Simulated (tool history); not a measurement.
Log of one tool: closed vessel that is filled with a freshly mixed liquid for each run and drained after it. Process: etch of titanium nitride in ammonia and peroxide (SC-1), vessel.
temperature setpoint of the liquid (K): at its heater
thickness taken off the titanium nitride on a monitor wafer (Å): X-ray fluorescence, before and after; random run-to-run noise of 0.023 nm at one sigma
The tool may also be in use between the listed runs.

run  hour  temperature setpoint of the liquid (K)  parts of water to one part of 30 % peroxide (parts by volume)  parts of 29 % ammonia solution to one part of 30 % peroxide (parts by volume)  time in the liquid (s)  thickness taken off the titanium nitride on a monitor wafer (Å)
  1     0                                  327.15                                                             12                                                                           0.45                      50                                                           49.854
  2   4.2                                  324.65                                                             12                                                                           0.45                      50                                                           41.694
  3  10.1                                  324.65                                                             12                                                                            0.6                      50                                                           43.589
  4  18.7                                  320.15                                                             12                                                                            0.6                      50                                                           31.918
  5  24.7                                  320.15                                                           10.5                                                                            0.6                      50                                                           34.837
  6  31.4                                  326.65                                                           10.5                                                                            0.6                      50                                                           54.389
  7  37.6                                  324.15                                                           10.5                                                                            0.6                      50                                                            45.71
  8  46.1                                  322.15                                                           10.5                                                                            0.6                      50                                                           39.603
     51.7  -- ammonia flow meter replaced
  9  51.7                                  320.65                                                           10.5                                                                            0.6                      50                                                           35.926
 10    53                                  319.15                                                           10.5                                                                            0.6                      50                                                           32.457

Forecast run 11:
 11  59.3                                  318.15                                                           10.5                                                                            0.6                      50                                                                ?

thickness taken off the titanium nitride on a monitor wafer (Å): 30.16

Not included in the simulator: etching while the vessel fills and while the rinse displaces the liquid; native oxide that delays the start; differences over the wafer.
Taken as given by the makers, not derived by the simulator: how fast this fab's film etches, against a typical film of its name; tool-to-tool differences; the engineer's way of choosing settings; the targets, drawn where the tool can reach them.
